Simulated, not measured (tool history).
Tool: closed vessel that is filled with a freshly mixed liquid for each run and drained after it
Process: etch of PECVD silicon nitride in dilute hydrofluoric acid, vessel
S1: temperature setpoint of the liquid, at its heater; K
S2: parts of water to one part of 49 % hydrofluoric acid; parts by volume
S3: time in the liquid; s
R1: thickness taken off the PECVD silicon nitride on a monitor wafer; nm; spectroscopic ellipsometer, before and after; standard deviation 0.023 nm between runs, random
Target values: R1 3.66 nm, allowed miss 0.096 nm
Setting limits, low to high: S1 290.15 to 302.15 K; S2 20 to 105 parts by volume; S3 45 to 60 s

run 1 hour=0 | S1=294.15 S2=55 S3=60 | R1=1.646
run 2 hour=3.4 | S1=296.65 S2=50 S3=60 | R1=2.1448
run 3 hour=10 | S1=299.65 S2=50 S3=60 | R1=2.6309
run 4 hour=11.6 | S1=299.65 S2=65 S3=60 | R1=2.0322
run 5 hour=15.8 | S1=296.65 S2=65 S3=60 | R1=1.6756
run 6 hour=23.4 | S1=298.15 S2=55 S3=60 | R1=2.1551
run 7 hour=26.7 | S1=299.15 S2=50 S3=60 | R1=2.5462
run 8 hour=34.7 | S1=299.15 S2=50 S3=60 | R1=2.5638
run 9 hour=38.8 | S1=300.15 S2=45 S3=60 | R1=3.0333
run 10 hour=41.4 | S1=300.65 S2=45 S3=60 | R1=3.142
run 11 hour=45.1 | S1=301.15 S2=45 S3=60 | R1=3.2204
run 12 hour=53.8 | S1=301.65 S2=45 S3=60 | R1=3.3486
run 13 hour=60.4 | S1=302.15 S2=45 S3=60 | R1=3.4402
run 14 hour=62.8 | S1=302.15 S2=40 S3=60 | R1=3.8636

Consider the 4 candidate settings below. Which is the only one whose results all fall within their allowed miss of target?
run A hour=65.2 | S1=302.15 S2=35 S3=50 | R1=?
run B hour=65.2 | S1=301.65 S2=35 S3=55 | R1=?
run C hour=65.2 | S1=301.15 S2=30 S3=50 | R1=?
run D hour=65.2 | S1=302.15 S2=45 S3=60 | R1=?

move=A R1=3.6851
move=B R1=3.9227
move=C R1=4.0093
move=D R1=3.4557
A: all results in spec
B: moves away from the targets compared with the last run
C: moves away from the targets compared with the last run
D: moves the result that the last run missed by most past its target, out the other side
A meets every target.
